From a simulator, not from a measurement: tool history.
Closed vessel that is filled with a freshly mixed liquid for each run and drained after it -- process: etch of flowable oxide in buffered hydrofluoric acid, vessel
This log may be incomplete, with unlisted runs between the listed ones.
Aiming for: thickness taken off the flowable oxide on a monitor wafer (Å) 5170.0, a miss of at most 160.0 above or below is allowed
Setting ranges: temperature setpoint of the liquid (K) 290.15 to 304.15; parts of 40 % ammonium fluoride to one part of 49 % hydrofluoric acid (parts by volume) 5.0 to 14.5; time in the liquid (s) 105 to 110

run,day,temperature setpoint of the liquid (K),parts of 40 % ammonium fluoride to one part of 49 % hydrofluoric acid (parts by volume),time in the liquid (s),thickness taken off the flowable oxide on a monitor wafer (Å)
1,0.000,296.15,9.0,105,3315.3
2,0.225,297.65,9.0,105,3648.3
3,0.412,298.65,9.0,105,3796.8
4,0.675,298.65,6.5,105,5348.0
5,0.971,300.65,6.5,105,5918.9
6,1.217,300.65,6.5,110,6287.2
7,1.350,299.65,6.5,110,5934.4
8,1.575,299.15,6.5,110,5740.0
9,1.758,298.65,6.5,110,5629.9

Next run, 5 choices. One meets every target within its allowed miss, the rest don't. Which?
A,1.942,298.65,7.5,110,?
B,1.942,298.65,7.0,110,?
C,1.942,300.65,7.0,105,?
D,1.942,298.15,6.0,105,?
E,1.942,297.15,6.5,105,?

move,thickness taken off the flowable oxide on a monitor wafer (Å)
A,4872.1
B,5248.5
C,5576.4
D,5573.1
E,4925.8
A: the result that was furthest off in the last run now lies on the other side of its target
B: in spec on every target
C: gains on the last run, yet a result remains outside its allowed miss
D: gains on the last run, yet a result remains outside its allowed miss
E: the result that was furthest off in the last run now lies on the other side of its target
The right move is B.
